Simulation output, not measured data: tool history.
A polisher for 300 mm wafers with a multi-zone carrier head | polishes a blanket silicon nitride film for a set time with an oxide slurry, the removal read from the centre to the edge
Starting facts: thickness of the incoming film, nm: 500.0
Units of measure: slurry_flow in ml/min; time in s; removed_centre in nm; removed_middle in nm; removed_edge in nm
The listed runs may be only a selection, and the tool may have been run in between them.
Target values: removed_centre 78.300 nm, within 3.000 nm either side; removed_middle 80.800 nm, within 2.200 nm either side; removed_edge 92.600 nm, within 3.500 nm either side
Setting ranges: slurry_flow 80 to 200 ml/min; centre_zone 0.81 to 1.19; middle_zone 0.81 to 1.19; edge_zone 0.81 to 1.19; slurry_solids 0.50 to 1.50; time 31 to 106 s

run 1 hour=0.0 | slurry_flow=130 centre_zone=1.00 middle_zone=1.00 edge_zone=1.00 slurry_solids=1.00 time=68 | removed_centre=64.941 removed_middle=65.091 removed_edge=68.410
run 2 hour=8.9 | slurry_flow=140 centre_zone=0.99 middle_zone=1.00 edge_zone=1.06 slurry_solids=1.10 time=68 | removed_centre=68.418 removed_middle=68.362 removed_edge=73.196
run 3 hour=14.2 | slurry_flow=140 centre_zone=0.99 middle_zone=0.97 edge_zone=1.06 slurry_solids=1.10 time=68 | removed_centre=69.011 removed_middle=66.209 removed_edge=73.140
run 4 hour=16.9 | slurry_flow=140 centre_zone=0.96 middle_zone=0.97 edge_zone=1.10 slurry_solids=1.25 time=69 | removed_centre=70.080 removed_middle=70.337 removed_edge=78.164
run 5 hour=23.9 | slurry_flow=170 centre_zone=0.96 middle_zone=0.97 edge_zone=1.10 slurry_solids=1.25 time=69 | removed_centre=73.387 removed_middle=72.575 removed_edge=81.208
run 6 hour=31.0 | slurry_flow=170 centre_zone=0.96 middle_zone=0.97 edge_zone=1.10 slurry_solids=1.10 time=69 | removed_centre=69.677 removed_middle=69.089 removed_edge=78.353
-- hour=35.9 slurry nozzle cleaned
run 7 hour=35.9 | slurry_flow=175 centre_zone=0.95 middle_zone=0.98 edge_zone=1.13 slurry_solids=1.20 time=70 | removed_centre=76.235 removed_middle=76.958 removed_edge=87.069
run 8 hour=43.2 | slurry_flow=180 centre_zone=0.94 middle_zone=0.98 edge_zone=1.14 slurry_solids=1.20 time=70 | removed_centre=76.364 removed_middle=77.575 removed_edge=84.967
run 9 hour=44.2 | slurry_flow=180 centre_zone=0.92 middle_zone=0.97 edge_zone=1.16 slurry_solids=1.25 time=70 | removed_centre=74.699 removed_middle=77.443 removed_edge=87.437
run 10 hour=46.3 | slurry_flow=185 centre_zone=0.92 middle_zone=0.97 edge_zone=1.17 slurry_solids=1.25 time=70 | removed_centre=75.034 removed_middle=78.190 removed_edge=88.565
run 11 hour=50.5 | slurry_flow=190 centre_zone=0.92 middle_zone=0.97 edge_zone=1.18 slurry_solids=1.25 time=70 | removed_centre=74.790 removed_middle=77.570 removed_edge=90.239
run 12 hour=58.1 | slurry_flow=190 centre_zone=0.93 middle_zone=0.98 edge_zone=1.18 slurry_solids=1.25 time=70 | removed_centre=76.748 removed_middle=78.290 removed_edge=89.921
run 13 hour=64.4 | slurry_flow=195 centre_zone=0.92 middle_zone=0.98 edge_zone=1.19 slurry_solids=1.25 time=70 | removed_centre=75.322 removed_middle=78.739 removed_edge=88.928

Below are 4 possible settings for the next run. Only one of them brings all results inside the allowed miss of their targets. Which is it?
run A hour=70.7 | slurry_flow=195 centre_zone=0.94 middle_zone=1.08 edge_zone=1.16 slurry_solids=1.30 time=64 | removed_centre=? removed_middle=? removed_edge=?
run B hour=70.7 | slurry_flow=165 centre_zone=0.86 middle_zone=0.91 edge_zone=1.19 slurry_solids=1.35 time=77 | removed_centre=? removed_middle=? removed_edge=?
run C hour=70.7 | slurry_flow=165 centre_zone=0.91 middle_zone=0.94 edge_zone=1.14 slurry_solids=1.20 time=76 | removed_centre=? removed_middle=? removed_edge=?
run D hour=70.7 | slurry_flow=190 centre_zone=0.90 middle_zone=1.00 edge_zone=1.19 slurry_solids=0.95 time=72 | removed_centre=? removed_middle=? removed_edge=?

move=A removed_centre=71.085 removed_middle=78.279 removed_edge=82.036
move=B removed_centre=76.637 removed_middle=82.014 removed_edge=99.233
move=C removed_centre=77.552 removed_middle=80.172 removed_edge=92.879
move=D removed_centre=69.913 removed_middle=76.147 removed_edge=85.582
A: lands further from the targets than the last run did
B: moves the result that the last run missed by most past its target, out the other side
C: each result inside its tolerance
D: lands further from the targets than the last run did
The move that meets every target is C.
